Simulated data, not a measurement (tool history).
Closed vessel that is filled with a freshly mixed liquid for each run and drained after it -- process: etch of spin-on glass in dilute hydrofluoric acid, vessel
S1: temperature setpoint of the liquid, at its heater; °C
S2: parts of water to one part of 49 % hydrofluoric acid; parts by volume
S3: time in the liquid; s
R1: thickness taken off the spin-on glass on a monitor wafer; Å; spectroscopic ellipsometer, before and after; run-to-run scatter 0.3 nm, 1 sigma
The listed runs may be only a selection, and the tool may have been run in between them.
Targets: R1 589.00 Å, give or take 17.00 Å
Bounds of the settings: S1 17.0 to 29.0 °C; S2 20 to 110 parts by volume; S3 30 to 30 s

run 1 hour=0.0 | S1=21.0 S2=60 S3=30 | R1=221.98
run 2 hour=8.2 | S1=23.5 S2=50 S3=30 | R1=296.93
run 3 hour=14.6 | S1=23.5 S2=60 S3=30 | R1=247.32
run 4 hour=22.8 | S1=23.5 S2=60 S3=30 | R1=245.79
run 5 hour=31.0 | S1=25.0 S2=50 S3=30 | R1=317.12
run 6 hour=32.9 | S1=26.0 S2=40 S3=30 | R1=424.13
run 7 hour=40.3 | S1=27.0 S2=35 S3=30 | R1=503.68
run 8 hour=45.4 | S1=27.5 S2=35 S3=30 | R1=514.31
run 9 hour=50.6 | S1=28.0 S2=35 S3=30 | R1=524.71
run 10 hour=55.3 | S1=29.0 S2=30 S3=30 | R1=640.30
run 11 hour=61.1 | S1=28.5 S2=30 S3=30 | R1=626.03
run 12 hour=69.4 | S1=28.0 S2=30 S3=30 | R1=622.11

Exactly one of the 4 candidate moves below puts every result within its allowed miss. Which one?
run A hour=77.7 | S1=28.5 S2=30 S3=30 | R1=?
run B hour=77.7 | S1=29.0 S2=30 S3=30 | R1=?
run C hour=77.7 | S1=25.5 S2=25 S3=30 | R1=?
run D hour=77.7 | S1=26.5 S2=30 S3=30 | R1=?

move=A R1=636.86
move=B R1=649.86
move=C R1=680.71
move=D R1=586.99
A: moves away from the targets compared with the last run
B: moves away from the targets compared with the last run
C: moves away from the targets compared with the last run
D: all results land within tolerance of their targets
Move D is the one to make.

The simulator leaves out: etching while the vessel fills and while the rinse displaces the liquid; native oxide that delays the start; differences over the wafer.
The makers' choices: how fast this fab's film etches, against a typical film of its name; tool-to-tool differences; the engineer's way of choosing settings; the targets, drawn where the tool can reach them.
